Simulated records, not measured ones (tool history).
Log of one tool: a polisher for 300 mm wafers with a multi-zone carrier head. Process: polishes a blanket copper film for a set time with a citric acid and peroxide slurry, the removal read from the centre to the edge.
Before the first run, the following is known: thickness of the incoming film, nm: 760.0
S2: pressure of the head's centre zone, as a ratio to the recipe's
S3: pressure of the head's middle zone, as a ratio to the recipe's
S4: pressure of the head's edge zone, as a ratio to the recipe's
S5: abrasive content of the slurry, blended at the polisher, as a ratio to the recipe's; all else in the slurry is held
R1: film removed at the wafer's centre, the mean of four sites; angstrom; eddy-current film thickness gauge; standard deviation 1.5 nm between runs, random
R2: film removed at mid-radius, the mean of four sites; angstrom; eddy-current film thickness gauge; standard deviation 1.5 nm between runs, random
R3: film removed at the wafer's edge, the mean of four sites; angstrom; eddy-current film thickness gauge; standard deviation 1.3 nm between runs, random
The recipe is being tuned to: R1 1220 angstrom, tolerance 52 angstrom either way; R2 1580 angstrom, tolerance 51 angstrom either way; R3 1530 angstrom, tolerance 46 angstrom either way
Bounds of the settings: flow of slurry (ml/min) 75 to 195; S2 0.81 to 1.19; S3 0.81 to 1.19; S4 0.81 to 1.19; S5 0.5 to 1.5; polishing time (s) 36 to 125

Run 1, day 0: flow of slurry (ml/min) 125, S2 1, S3 1, S4 1, S5 1, polishing time (s) 80. Result: R1 2085.4 angstrom, R2 2013 angstrom, R3 2184.6 angstrom.
Run 2, day 0.146: flow of slurry (ml/min) 110, S2 1, S3 1, S4 1, S5 1, polishing time (s) 80. Result: R1 1984 angstrom, R2 1965 angstrom, R3 2137 angstrom.
Run 3, day 0.212: flow of slurry (ml/min) 110, S2 1.08, S3 1, S4 1, S5 1, polishing time (s) 80. Result: R1 2171.3 angstrom, R2 1968.1 angstrom, R3 2151.8 angstrom.
Run 4, day 0.454: flow of slurry (ml/min) 110, S2 1.12, S3 1, S4 1, S5 1, polishing time (s) 80. Result: R1 2201.9 angstrom, R2 1961.4 angstrom, R3 2120.8 angstrom.
Run 5, day 0.662: flow of slurry (ml/min) 105, S2 1.06, S3 1.03, S4 0.99, S5 0.9, polishing time (s) 77. Result: R1 1947.5 angstrom, R2 1869.4 angstrom, R3 2002.9 angstrom.
Run 6, day 0.896: flow of slurry (ml/min) 120, S2 1.06, S3 1.03, S4 0.99, S5 0.9, polishing time (s) 77. Result: R1 2081.3 angstrom, R2 1949.5 angstrom, R3 2046.8 angstrom.
Run 7, day 0.958: flow of slurry (ml/min) 110, S2 1.01, S3 1.05, S4 0.97, S5 0.8, polishing time (s) 75. Result: R1 1829.1 angstrom, R2 1838.1 angstrom, R3 1935.6 angstrom.
Run 8, day 1.092: flow of slurry (ml/min) 105, S2 0.98, S3 1.07, S4 0.95, S5 0.75, polishing time (s) 73. Result: R1 1709.8 angstrom, R2 1791.1 angstrom, R3 1819 angstrom.
Run 9, day 1.362: flow of slurry (ml/min) 100, S2 0.95, S3 1.08, S4 0.94, S5 0.7, polishing time (s) 72. Result: R1 1524.3 angstrom, R2 1731.3 angstrom, R3 1721.4 angstrom.
Run 10, day 1.446: flow of slurry (ml/min) 95, S2 0.93, S3 1.08, S4 0.93, S5 0.7, polishing time (s) 72. Result: R1 1483.6 angstrom, R2 1718.8 angstrom, R3 1701.9 angstrom.
Run 11, day 1.517: flow of slurry (ml/min) 90, S2 0.91, S3 1.08, S4 0.92, S5 0.7, polishing time (s) 72. Result: R1 1402.9 angstrom, R2 1669.6 angstrom, R3 1704.2 angstrom.
Run 12, day 1.825: flow of slurry (ml/min) 90, S2 0.9, S3 1.09, S4 0.91, S5 0.65, polishing time (s) 72. Result: R1 1393.4 angstrom, R2 1702.5 angstrom, R3 1637.9 angstrom.
At day 1.967: edge zone pressure recalibrated.
Run 13, day 1.967: flow of slurry (ml/min) 90, S2 0.89, S3 1.08, S4 0.9, S5 0.65, polishing time (s) 72. Result: R1 1412.3 angstrom, R2 1682.5 angstrom, R3 1618 angstrom.
Run 14, day 2.146: flow of slurry (ml/min) 85, S2 0.88, S3 1.08, S4 0.9, S5 0.65, polishing time (s) 72. Result: R1 1331 angstrom, R2 1625 angstrom, R3 1566.3 angstrom.
Run 15, day 2.5: flow of slurry (ml/min) 85, S2 0.87, S3 1.08, S4 0.9, S5 0.65, polishing time (s) 72. Result: R1 1349.8 angstrom, R2 1642.6 angstrom, R3 1581.8 angstrom.
Run 16, day 2.65: flow of slurry (ml/min) 85, S2 0.86, S3 1.08, S4 0.91, S5 0.65, polishing time (s) 72. Result: R1 1331.9 angstrom, R2 1620.5 angstrom, R3 1540.3 angstrom.
Run 17, day 2.817: flow of slurry (ml/min) 85, S2 0.88, S3 1.09, S4 0.9, S5 0.65, polishing time (s) 71. Result: R1 1306.6 angstrom, R2 1579.9 angstrom, R3 1541.7 angstrom.
Run 18, day 3.083: flow of slurry (ml/min) 85, S2 0.87, S3 1.1, S4 0.91, S5 0.65, polishing time (s) 71. Result: R1 1297.6 angstrom, R2 1628.5 angstrom, R3 1570.9 angstrom.
Run 19, day 3.321: flow of slurry (ml/min) 85, S2 0.87, S3 1.1, S4 0.91, S5 0.65, polishing time (s) 71. Result: R1 1286.3 angstrom, R2 1627.4 angstrom, R3 1569.1 angstrom.
Run 20, day 3.538: flow of slurry (ml/min) 75, S2 0.84, S3 1.09, S4 0.89, S5 0.6, polishing time (s) 71. Result: R1 1192.7 angstrom, R2 1542 angstrom, R3 1460.5 angstrom.
Run 21, day 3.675: flow of slurry (ml/min) 75, S2 0.84, S3 1.09, S4 0.9, S5 0.6, polishing time (s) 71. Result: R1 1172.7 angstrom, R2 1511.3 angstrom, R3 1475.7 angstrom.

Exercise: of the 4 proposed moves below, exactly one satisfies all targets within the stated allowed misses. Which move is it?
Run A, day 3.812: flow of slurry (ml/min) 95, S2 0.85, S3 1.19, S4 0.97, S5 0.55, polishing time (s) 62. Result: R1 ?, R2 ?, R3 ?.
Run B, day 3.812: flow of slurry (ml/min) 120, S2 0.82, S3 1.17, S4 0.86, S5 0.5, polishing time (s) 64. Result: R1 ?, R2 ?, R3 ?.
Run C, day 3.812: flow of slurry (ml/min) 90, S2 0.81, S3 1.17, S4 0.89, S5 0.5, polishing time (s) 73. Result: R1 ?, R2 ?, R3 ?.
Run D, day 3.812: flow of slurry (ml/min) 75, S2 0.89, S3 1.16, S4 1, S5 0.75, polishing time (s) 68. Result: R1 ?, R2 ?, R3 ?.

move      R1      R2      R3
   A  1136.4  1552.4  1386.3
   B  1208.6  1668.3  1410.1
   C  1232.1  1744.8  1536.8
   D  1229.6  1595.8  1524.1
A: corrects the largest miss of the last run, while another result sits out of spec
B: carries the result that was furthest off beyond its target, to the other side
C: carries the result that was furthest off beyond its target, to the other side
D: in spec on every target
The right move is D.
